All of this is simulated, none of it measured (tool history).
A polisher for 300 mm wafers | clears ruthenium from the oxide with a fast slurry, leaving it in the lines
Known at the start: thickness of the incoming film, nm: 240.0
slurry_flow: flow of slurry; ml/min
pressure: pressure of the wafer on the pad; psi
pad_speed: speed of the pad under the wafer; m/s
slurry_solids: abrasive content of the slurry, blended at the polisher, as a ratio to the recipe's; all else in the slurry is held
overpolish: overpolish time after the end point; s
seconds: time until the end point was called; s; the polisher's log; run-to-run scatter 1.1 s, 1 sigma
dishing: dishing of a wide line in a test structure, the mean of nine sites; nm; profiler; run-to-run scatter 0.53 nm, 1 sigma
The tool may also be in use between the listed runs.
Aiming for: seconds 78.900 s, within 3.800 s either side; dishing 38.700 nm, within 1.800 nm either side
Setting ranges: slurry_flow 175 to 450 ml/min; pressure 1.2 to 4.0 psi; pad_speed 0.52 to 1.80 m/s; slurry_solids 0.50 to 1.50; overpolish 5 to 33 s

run	hour	slurry_flow	pressure	pad_speed	slurry_solids	overpolish	seconds	dishing
1	0.0	290	2.6	1.16	1.00	17	59.514	52.739
2	6.6	290	2.4	1.16	1.00	17	65.379	49.030
3	8.1	290	2.3	1.16	1.00	16	66.725	45.480
4	8.9	290	2.3	1.16	1.10	16	65.114	46.635
5	12.6	290	2.3	1.16	1.10	12	65.454	35.503
6	15.9	290	2.3	1.16	0.95	12	70.455	33.594
7	21.7	290	2.2	1.16	0.95	13	71.955	36.102
8	24.0	290	2.1	1.16	0.95	14	75.443	35.709
9	31.9	290	2.1	1.16	0.95	15	74.531	38.670
# hour 40.7: worn pad replaced by a new one
10	40.7	290	2.0	1.16	0.95	16	73.938	39.860
11	43.7	290	1.8	1.14	0.95	17	83.973	39.475

Pick the move, out of 5, that brings all results within their allowed miss; only one does.
A	46.7	260	2.0	1.04	1.05	16	?	?
B	46.7	260	1.8	1.00	0.85	21	?	?
C	46.7	270	1.9	1.18	0.90	18	?	?
D	46.7	310	1.7	1.16	0.90	16	?	?
E	46.7	290	1.9	1.26	0.60	20	?	?

move	seconds	dishing
A	78.780	37.487
B	98.296	39.219
C	77.918	42.032
D	86.835	34.341
E	86.420	42.099
A: in spec on every target
B: its largest miss is bigger than the last run's
C: gets the furthest-off result to its target, but another result is out of tolerance
D: its largest miss is bigger than the last run's
E: its largest miss is bigger than the last run's
Answer: A
